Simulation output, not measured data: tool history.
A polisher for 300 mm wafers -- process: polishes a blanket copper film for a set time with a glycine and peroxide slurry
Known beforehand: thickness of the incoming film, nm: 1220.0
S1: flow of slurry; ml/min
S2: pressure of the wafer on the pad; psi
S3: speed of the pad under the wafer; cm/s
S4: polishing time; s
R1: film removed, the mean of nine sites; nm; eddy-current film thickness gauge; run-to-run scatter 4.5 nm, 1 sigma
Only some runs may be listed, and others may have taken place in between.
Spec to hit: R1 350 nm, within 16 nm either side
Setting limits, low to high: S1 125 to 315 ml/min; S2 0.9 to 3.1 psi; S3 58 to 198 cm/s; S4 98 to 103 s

{"run": 1, "day": 0.0, "S1": 205, "S2": 2, "S3": 128, "S4": 98, "R1": 496.7}
{"run": 2, "day": 0.133, "S1": 205, "S2": 1.8, "S3": 126, "S4": 98, "R1": 452.74}
{"run": 3, "day": 0.208, "S1": 205, "S2": 1.8, "S3": 144, "S4": 98, "R1": 515.71}
{"run": 4, "day": 0.475, "S1": 205, "S2": 1.8, "S3": 144, "S4": 103, "R1": 520.98}
{"run": 5, "day": 0.792, "S1": 170, "S2": 1.8, "S3": 144, "S4": 103, "R1": 519.87}
{"run": 6, "day": 1.017, "S1": 170, "S2": 1.6, "S3": 144, "S4": 103, "R1": 469.14}
{"run": 7, "day": 1.296, "S1": 170, "S2": 1.4, "S3": 142, "S4": 103, "R1": 427.66}
{"run": 8, "day": 1.375, "S1": 170, "S2": 1.3, "S3": 142, "S4": 103, "R1": 393.68}
{"run": 9, "day": 1.675, "S1": 170, "S2": 1.2, "S3": 142, "S4": 103, "R1": 377.67}

Of the 4 settings listed for the next run, only one would bring every result within its allowed miss of target. Which one?
{"run": "A", "day": 1.975, "S1": 215, "S2": 1.1, "S3": 162, "S4": 101, "R1": "?"}
{"run": "B", "day": 1.975, "S1": 130, "S2": 1.2, "S3": 154, "S4": 103, "R1": "?"}
{"run": "C", "day": 1.975, "S1": 170, "S2": 1.3, "S3": 148, "S4": 103, "R1": "?"}
{"run": "D", "day": 1.975, "S1": 125, "S2": 1.1, "S3": 162, "S4": 98, "R1": "?"}

move=A R1=389.01
move=B R1=390.66
move=C R1=412.28
move=D R1=360.41
A: moves away from the targets compared with the last run
B: moves away from the targets compared with the last run
C: moves away from the targets compared with the last run
D: hits every target within its allowed miss
Move D is the one to make.

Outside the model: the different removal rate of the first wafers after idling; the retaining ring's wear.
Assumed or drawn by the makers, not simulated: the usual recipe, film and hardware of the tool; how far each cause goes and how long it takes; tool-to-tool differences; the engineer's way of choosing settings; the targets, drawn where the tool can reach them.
